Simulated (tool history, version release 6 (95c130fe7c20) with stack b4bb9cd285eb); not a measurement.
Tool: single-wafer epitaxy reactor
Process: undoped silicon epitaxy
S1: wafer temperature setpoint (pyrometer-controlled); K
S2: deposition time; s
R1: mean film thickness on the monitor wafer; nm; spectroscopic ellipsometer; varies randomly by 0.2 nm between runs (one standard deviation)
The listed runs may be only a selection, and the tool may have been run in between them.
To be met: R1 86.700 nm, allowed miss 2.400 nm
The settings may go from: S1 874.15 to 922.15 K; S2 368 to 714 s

Run 1, hour 0.0: S1 898.15 K, S2 541 s. Result: R1 49.917 nm.
Run 2, hour 5.8: S1 892.15 K, S2 541 s. Result: R1 42.758 nm.
Run 3, hour 6.5: S1 899.15 K, S2 543 s. Result: R1 51.629 nm.
Run 4, hour 9.5: S1 904.15 K, S2 545 s. Result: R1 58.695 nm.
Run 5, hour 14.8: S1 908.15 K, S2 546 s. Result: R1 65.440 nm.
Run 6, hour 19.5: S1 899.15 K, S2 546 s. Result: R1 51.600 nm.
Run 7, hour 25.2: S1 904.15 K, S2 548 s. Result: R1 59.110 nm.
Run 8, hour 30.4: S1 908.15 K, S2 549 s. Result: R1 65.699 nm.
Run 9, hour 37.5: S1 911.15 K, S2 550 s. Result: R1 71.174 nm.
Run 10, hour 42.8: S1 920.15 K, S2 553 s. Result: R1 89.447 nm.

Which of these 5 next moves meets every target?
Run A, hour 48.1: S1 916.15 K, S2 559 s. Result: R1 ?.
Run B, hour 48.1: S1 919.15 K, S2 613 s. Result: R1 ?.
Run C, hour 48.1: S1 921.15 K, S2 517 s. Result: R1 ?.
Run D, hour 48.1: S1 922.15 K, S2 535 s. Result: R1 ?.
Run E, hour 48.1: S1 915.15 K, S2 631 s. Result: R1 ?.

move      R1
   A  81.917
   B  96.823
   C  85.818
   D  91.031
   E  90.175
A: the result that was furthest off in the last run now lies on the other side of its target
B: further off than the last run
C: every result within its allowed miss
D: further off than the last run
E: further off than the last run
C is the move that brings every result within its allowed miss.
